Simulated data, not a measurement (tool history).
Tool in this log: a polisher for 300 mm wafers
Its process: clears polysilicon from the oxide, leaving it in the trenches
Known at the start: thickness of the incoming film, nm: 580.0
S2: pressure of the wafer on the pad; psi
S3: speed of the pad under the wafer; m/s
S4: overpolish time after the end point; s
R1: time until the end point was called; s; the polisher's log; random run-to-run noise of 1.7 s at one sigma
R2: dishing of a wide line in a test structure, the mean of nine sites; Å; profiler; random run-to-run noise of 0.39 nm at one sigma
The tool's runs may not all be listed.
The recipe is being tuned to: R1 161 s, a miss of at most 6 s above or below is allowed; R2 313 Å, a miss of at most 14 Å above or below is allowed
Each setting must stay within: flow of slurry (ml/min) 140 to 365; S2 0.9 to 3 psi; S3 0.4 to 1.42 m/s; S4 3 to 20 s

run 1 hour=0 | flow_of_slurry_(ml/min)=235 S2=1.9 S3=0.9 S4=10 | R1=69.586 R2=374.05
run 2 hour=4.1 | flow_of_slurry_(ml/min)=235 S2=1.8 S3=0.86 S4=11 | R1=78.871 R2=382.25
run 3 hour=8.9 | flow_of_slurry_(ml/min)=280 S2=1.8 S3=0.86 S4=11 | R1=76.579 R2=388.9
run 4 hour=10.4 | flow_of_slurry_(ml/min)=280 S2=1.4 S3=0.86 S4=11 | R1=89.839 R2=357.38
run 5 hour=15.1 | flow_of_slurry_(ml/min)=330 S2=1.4 S3=0.86 S4=11 | R1=88.922 R2=366.75
run 6 hour=17.8 | flow_of_slurry_(ml/min)=330 S2=1.4 S3=0.86 S4=7 | R1=88.205 R2=288.87
run 7 hour=19 | flow_of_slurry_(ml/min)=330 S2=1.3 S3=0.82 S4=8 | R1=96.779 R2=288.56
-- hour=27.1 head pressure recalibrated
run 8 hour=27.1 | flow_of_slurry_(ml/min)=330 S2=1.2 S3=0.78 S4=9 | R1=114.38 R2=280.56
run 9 hour=33.4 | flow_of_slurry_(ml/min)=325 S2=1.2 S3=0.78 S4=10 | R1=114.24 R2=305.64
run 10 hour=36.5 | flow_of_slurry_(ml/min)=320 S2=1.2 S3=0.76 S4=10 | R1=119.61 R2=297.25

Which of these 5 next moves meets every target?
run A hour=39.6 | flow_of_slurry_(ml/min)=365 S2=1.1 S3=0.62 S4=11 | R1=? R2=?
run B hour=39.6 | flow_of_slurry_(ml/min)=330 S2=0.9 S3=0.66 S4=12 | R1=? R2=?
run C hour=39.6 | flow_of_slurry_(ml/min)=305 S2=1.3 S3=0.52 S4=15 | R1=? R2=?
run D hour=39.6 | flow_of_slurry_(ml/min)=340 S2=1.1 S3=0.92 S4=10 | R1=? R2=?
run E hour=39.6 | flow_of_slurry_(ml/min)=315 S2=1 S3=0.62 S4=12 | R1=? R2=?

move=A R1=147.29 R2=273.41
move=B R1=157.55 R2=276.87
move=C R1=158.91 R2=315.12
move=D R1=101.23 R2=323.24
move=E R1=157.94 R2=276.43
A: an improvement on the last run, though not all results are within tolerance
B: the furthest-off result lands on target, but another misses its tolerance
C: meets every target
D: moves away from the targets compared with the last run
E: the furthest-off result lands on target, but another misses its tolerance
Go with C: it meets all targets.
